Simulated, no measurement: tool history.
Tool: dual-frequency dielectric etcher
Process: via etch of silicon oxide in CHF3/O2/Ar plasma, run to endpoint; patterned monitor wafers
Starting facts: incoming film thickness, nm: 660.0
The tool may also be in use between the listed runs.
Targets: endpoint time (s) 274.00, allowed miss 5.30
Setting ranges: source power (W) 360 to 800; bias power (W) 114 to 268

run  hour  source power (W)  bias power (W)  endpoint time (s)
  1   0.0               580             191             333.17
  2   7.9               580             213             321.05
  3  11.8               620             217             312.88
  4  14.1               700             217             298.12
  5  15.6               720             221             293.90
  6  21.9               730             225             290.70
  7  30.8               740             228             289.93
  8  38.1               750             232             282.79
  9  42.6               760             233             283.63
 10  47.7               770             235             281.30
 11  56.0               780             237             279.83

Exercise: of the 5 proposed moves below, exactly one satisfies all targets within the stated allowed misses. Which move is it?
  A  64.3               720             230                  ?
  B  64.3               800             267                  ?
  C  64.3               780             220                  ?
  D  64.3               790             268                  ?
  E  64.3               760             257                  ?

move  endpoint time (s)
   A             291.91
   B             266.73
   C             288.63
   D             267.50
   E             275.25
A: further off than the last run
B: takes the biggest miss from the last run beyond its target
C: further off than the last run
D: takes the biggest miss from the last run beyond its target
E: meets every target
Move E is the one to make.
